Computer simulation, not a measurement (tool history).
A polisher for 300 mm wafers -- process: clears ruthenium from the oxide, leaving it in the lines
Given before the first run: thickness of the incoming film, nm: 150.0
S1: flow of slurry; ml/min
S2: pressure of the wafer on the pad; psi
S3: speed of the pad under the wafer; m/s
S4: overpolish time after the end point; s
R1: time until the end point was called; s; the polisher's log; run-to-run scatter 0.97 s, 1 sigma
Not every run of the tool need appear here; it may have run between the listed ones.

{"run": 1, "hour": 0.0, "S1": 195, "S2": 2.6, "S3": 1.12, "S4": 13, "R1": 87.287}
{"run": 2, "hour": 0.6, "S1": 190, "S2": 2.5, "S3": 1.12, "S4": 13, "R1": 91.207}
{"run": 3, "hour": 2.4, "S1": 185, "S2": 2.4, "S3": 1.12, "S4": 13, "R1": 94.751}
{"run": 4, "hour": 7.0, "S1": 185, "S2": 2.3, "S3": 1.12, "S4": 13, "R1": 99.455}
{"run": 5, "hour": 13.9, "S1": 185, "S2": 1.7, "S3": 1.12, "S4": 13, "R1": 131.87}
{"run": 6, "hour": 22.7, "S1": 230, "S2": 1.7, "S3": 1.12, "S4": 13, "R1": 128.96}
{"run": 7, "hour": 23.2, "S1": 235, "S2": 2.1, "S3": 1.12, "S4": 13, "R1": 104.25}
{"run": 8, "hour": 30.9, "S1": 230, "S2": 2.1, "S3": 1.12, "S4": 13, "R1": 105.29}
{"run": 9, "hour": 33.8, "S1": 225, "S2": 2.1, "S3": 1.12, "S4": 13, "R1": 106.03}

What will run 10 give?
{"run": 10, "hour": 37.4, "S1": 220, "S2": 2.1, "S3": 1.12, "S4": 13, "R1": "?"}

{"run 10": {"R1": 106.23}}

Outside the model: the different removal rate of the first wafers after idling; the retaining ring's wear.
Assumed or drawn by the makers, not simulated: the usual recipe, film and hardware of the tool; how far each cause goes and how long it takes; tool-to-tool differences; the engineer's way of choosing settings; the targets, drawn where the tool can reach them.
